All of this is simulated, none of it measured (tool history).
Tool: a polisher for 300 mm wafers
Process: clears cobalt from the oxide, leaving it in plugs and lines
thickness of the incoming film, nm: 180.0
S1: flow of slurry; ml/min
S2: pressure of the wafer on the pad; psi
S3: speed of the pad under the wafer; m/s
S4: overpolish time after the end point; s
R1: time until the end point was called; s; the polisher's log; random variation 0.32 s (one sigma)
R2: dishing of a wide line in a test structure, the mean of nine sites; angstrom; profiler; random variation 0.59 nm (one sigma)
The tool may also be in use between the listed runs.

run,hour,S1,S2,S3,S4,R1,R2
1,0.0,300,1.7,0.96,24,44.409,416.15
2,2.3,300,1.7,0.96,28,43.455,438.34
3,4.8,250,1.7,0.96,28,44.831,431.16
4,13.3,250,1.7,1.12,28,38.049,436.56
5,20.0,250,1.4,1.12,28,44.629,437.23
6,23.6,250,1.4,1.12,20,44.550,374.82
7,28.3,250,1.5,1.12,20,42.213,393.95
8,32.9,250,1.6,1.12,19,40.050,394.16
9,35.1,250,2.1,1.14,9,30.606,324.07
10,39.2,250,2.1,1.14,10,30.971,324.15
11,47.5,250,2.1,1.14,11,30.670,349.72
12,48.9,250,2.1,1.14,11,30.514,349.23
13,54.1,250,2.2,1.14,20,29.582,436.28

Forecast run 14:
14,58.7,250,2.2,1.14,13,?,?

R1: 29.791 s
R2: 380.50 angstrom
